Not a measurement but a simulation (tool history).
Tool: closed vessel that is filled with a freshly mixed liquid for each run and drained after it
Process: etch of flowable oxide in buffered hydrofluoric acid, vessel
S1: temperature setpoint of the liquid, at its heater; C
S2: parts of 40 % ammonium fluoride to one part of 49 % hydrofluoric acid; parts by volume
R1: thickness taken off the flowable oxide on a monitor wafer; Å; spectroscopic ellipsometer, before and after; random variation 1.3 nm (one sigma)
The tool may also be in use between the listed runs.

{"run": 1, "hour": 0.0, "S1": 23.0, "S2": 20.0, "time in the liquid (s)": 95, "R1": 1243.9}
{"run": 2, "hour": 7.2, "S1": 23.0, "S2": 20.0, "time in the liquid (s)": 95, "R1": 1250.7}
{"run": 3, "hour": 13.0, "S1": 23.0, "S2": 20.0, "time in the liquid (s)": 95, "R1": 1239.6}
{"run": 4, "hour": 19.8, "S1": 23.0, "S2": 20.0, "time in the liquid (s)": 95, "R1": 1230.7}
{"run": 5, "hour": 22.5, "S1": 24.5, "S2": 18.5, "time in the liquid (s)": 95, "R1": 1444.6}
{"run": 6, "hour": 27.7, "S1": 27.0, "S2": 18.5, "time in the liquid (s)": 95, "R1": 1653.8}
{"run": 7, "hour": 33.7, "S1": 28.0, "S2": 17.5, "time in the liquid (s)": 95, "R1": 1833.2}
{"hour": 38.5, "done": "thermometer replaced"}
{"run": 8, "hour": 38.5, "S1": 28.0, "S2": 17.5, "time in the liquid (s)": 95, "R1": 1667.3}
{"run": 9, "hour": 42.3, "S1": 31.0, "S2": 11.0, "time in the liquid (s)": 95, "R1": 3079.3}
{"run": 10, "hour": 44.3, "S1": 30.0, "S2": 11.0, "time in the liquid (s)": 95, "R1": 2937.9}
{"run": 11, "hour": 52.8, "S1": 29.5, "S2": 11.0, "time in the liquid (s)": 95, "R1": 2883.2}
{"run": 12, "hour": 54.1, "S1": 29.0, "S2": 11.0, "time in the liquid (s)": 95, "R1": 2766.9}
{"run": 13, "hour": 55.5, "S1": 28.5, "S2": 11.0, "time in the liquid (s)": 95, "R1": 2707.5}

Run 14 comes next. What will it give?
{"run": 14, "hour": 56.3, "S1": 28.5, "S2": 11.0, "time in the liquid (s)": 95, "R1": "?"}

Run 14 gave R1 2711.5 Å.

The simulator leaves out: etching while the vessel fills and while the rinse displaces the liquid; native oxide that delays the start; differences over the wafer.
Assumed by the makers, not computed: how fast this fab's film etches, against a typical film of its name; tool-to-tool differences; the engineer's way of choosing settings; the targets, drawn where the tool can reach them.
